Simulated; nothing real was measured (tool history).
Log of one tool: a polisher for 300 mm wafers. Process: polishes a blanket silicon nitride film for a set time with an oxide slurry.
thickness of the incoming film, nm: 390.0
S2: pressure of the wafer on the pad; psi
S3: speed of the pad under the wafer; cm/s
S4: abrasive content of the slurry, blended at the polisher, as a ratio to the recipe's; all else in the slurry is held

run 1 day=0.000 | flow_of_slurry_(ml/min)=205 S2=2.3 S3=110 S4=1.0 polishing_time_(s)=112 | film_removed_(Å)=520.04
run 2 day=0.350 | flow_of_slurry_(ml/min)=205 S2=1.9 S3=108 S4=1.0 polishing_time_(s)=112 | film_removed_(Å)=443.12
run 3 day=0.371 | flow_of_slurry_(ml/min)=205 S2=1.6 S3=104 S4=1.0 polishing_time_(s)=112 | film_removed_(Å)=385.25
run 4 day=0.575 | flow_of_slurry_(ml/min)=205 S2=2.0 S3=104 S4=1.0 polishing_time_(s)=112 | film_removed_(Å)=465.49
run 5 day=0.721 | flow_of_slurry_(ml/min)=205 S2=1.7 S3=100 S4=1.0 polishing_time_(s)=112 | film_removed_(Å)=397.49
run 6 day=0.904 | flow_of_slurry_(ml/min)=205 S2=1.7 S3=100 S4=1.0 polishing_time_(s)=117 | film_removed_(Å)=408.53
run 7 day=1.046 | flow_of_slurry_(ml/min)=205 S2=1.5 S3=98 S4=1.0 polishing_time_(s)=117 | film_removed_(Å)=378.13

Forecast run 8:
run 8 day=1.104 | flow_of_slurry_(ml/min)=205 S2=1.3 S3=96 S4=1.0 polishing_time_(s)=117 | film_removed_(Å)=?

film removed (Å): 332.26
